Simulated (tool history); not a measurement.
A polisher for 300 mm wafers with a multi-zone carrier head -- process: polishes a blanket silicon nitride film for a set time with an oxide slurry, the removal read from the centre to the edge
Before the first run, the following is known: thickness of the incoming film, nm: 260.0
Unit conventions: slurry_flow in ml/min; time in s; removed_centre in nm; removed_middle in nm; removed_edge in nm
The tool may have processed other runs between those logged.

Run 1, day 0.000: slurry_flow 305 ml/min, centre_zone 1.00, middle_zone 1.00, edge_zone 1.00, slurry_solids 1.00, time 44 s. Result: removed_centre 28.714 nm, removed_middle 29.791 nm, removed_edge 28.442 nm.
Run 2, day 0.300: slurry_flow 305 ml/min, centre_zone 1.00, middle_zone 1.00, edge_zone 1.00, slurry_solids 1.10, time 44 s. Result: removed_centre 30.283 nm, removed_middle 30.357 nm, removed_edge 29.058 nm.
Run 3, day 0.421: slurry_flow 305 ml/min, centre_zone 1.00, middle_zone 1.00, edge_zone 1.03, slurry_solids 1.10, time 44 s. Result: removed_centre 30.021 nm, removed_middle 30.945 nm, removed_edge 29.192 nm.
Run 4, day 0.742: slurry_flow 305 ml/min, centre_zone 1.07, middle_zone 1.00, edge_zone 1.03, slurry_solids 1.10, time 44 s. Result: removed_centre 32.673 nm, removed_middle 30.317 nm, removed_edge 30.230 nm.
Run 5, day 0.800: slurry_flow 305 ml/min, centre_zone 1.04, middle_zone 1.00, edge_zone 1.03, slurry_solids 1.10, time 44 s. Result: removed_centre 32.232 nm, removed_middle 29.886 nm, removed_edge 30.097 nm.
Run 6, day 1.025: slurry_flow 305 ml/min, centre_zone 1.03, middle_zone 1.04, edge_zone 1.06, slurry_solids 1.20, time 45 s. Result: removed_centre 33.773 nm, removed_middle 33.054 nm, removed_edge 32.583 nm.

Run 7 is up next; what results do you expect?
Run 7, day 1.279: slurry_flow 310 ml/min, centre_zone 1.04, middle_zone 1.08, edge_zone 1.06, slurry_solids 1.25, time 45 s. Result: removed_centre ?, removed_middle ?, removed_edge ?.

{"run 7": {"removed_centre": 34.413, "removed_middle": 34.941, "removed_edge": 34.45}}
